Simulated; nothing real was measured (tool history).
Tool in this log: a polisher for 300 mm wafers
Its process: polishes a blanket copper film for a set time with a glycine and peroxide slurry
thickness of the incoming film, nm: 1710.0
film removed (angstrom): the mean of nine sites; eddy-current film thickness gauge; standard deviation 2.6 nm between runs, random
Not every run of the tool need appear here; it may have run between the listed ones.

| run | hour | flow of slurry (ml/min) | pressure of the wafer on the pad (kPa) | speed of the pad under the wafer (m/s) | polishing time (s) | film removed (angstrom) |
|---|---|---|---|---|---|---|
| 1 | 0.0 | 245 | 15.9 | 1.10 | 30 | 1361.5 |
| 2 | 2.6 | 245 | 15.9 | 0.90 | 30 | 1214.3 |
| 3 | 10.5 | 245 | 15.9 | 0.70 | 30 | 1076.9 |
| 4 | 11.7 | 250 | 18.6 | 0.78 | 30 | 1307.6 |
| 5 | 16.7 | 250 | 15.2 | 0.78 | 30 | 1132.2 |
| 6 | 24.0 | 250 | 15.2 | 0.90 | 30 | 1174.4 |
| 7 | 24.9 | 250 | 17.9 | 0.94 | 30 | 1372.4 |

The next listed run, before its measurement:
| 8 | 32.7 | 250 | 20.0 | 0.98 | 30 | ? |

{"run 8": {"film removed (angstrom)": 1510.1}}
